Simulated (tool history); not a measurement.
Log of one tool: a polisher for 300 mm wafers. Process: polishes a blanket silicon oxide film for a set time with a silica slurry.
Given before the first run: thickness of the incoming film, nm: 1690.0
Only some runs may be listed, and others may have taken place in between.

run  hour  flow of slurry (ml/min)  pressure of the wafer on the pad (kPa)  speed of the pad under the wafer (cm/s)  abrasive content of the slurry  polishing time (s)  film removed (angstrom)
  1     0                      230                                    19.3                                      132                               1                  47                   1264.8
  2   4.7                      230                                    16.5                                      132                               1                  47                   1109.1
  3   8.5                      260                                    16.5                                      132                               1                  47                   1095.8
  4  12.3                      260                                    18.6                                      134                               1                  47                     1270
  5  12.8                      260                                      20                                      134                               1                  47                   1348.6
  6  19.2                      260                                    22.1                                      134                               1                  47                   1488.1
  7  20.2                      260                                    23.4                                      136                               1                  47                     1541

Expected results for the next run?
  8  25.2                      265                                      29                                      172                            1.05                  47                        ?

film removed (angstrom): 2287.5
